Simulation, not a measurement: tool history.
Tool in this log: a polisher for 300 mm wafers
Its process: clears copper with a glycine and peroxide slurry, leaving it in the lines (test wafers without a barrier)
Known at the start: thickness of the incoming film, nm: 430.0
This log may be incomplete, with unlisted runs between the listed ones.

run  hour  flow of slurry (ml/min)  pressure of the wafer on the pad (kPa)  speed of the pad under the wafer (cm/s)  overpolish time after the end point (s)  time until the end point was called (s)  dishing of a wide line in a test structure (nm)
  1   0.0                      165                                    11.7                                       98                                        8                                   99.969                                           22.766
  2   7.0                      165                                    10.3                                       98                                        8                                  107.350                                           21.589
  3  12.2                      165                                     9.7                                       96                                        8                                  113.480                                           20.311
  4  16.2                      165                                     9.0                                       96                                        8                                  120.960                                           18.763
  5  24.7                      165                                     8.3                                       96                                        9                                  128.680                                           19.616
  6  30.4                      205                                     8.3                                       96                                        9                                  119.240                                           20.066

Forecast run 7:
  7  36.4                      205                                     8.3                                       96                                        9                                        ?                                                ?

{"run 7": {"time until the end point was called (s)": 121.02, "dishing of a wide line in a test structure (nm)": 20.096}}
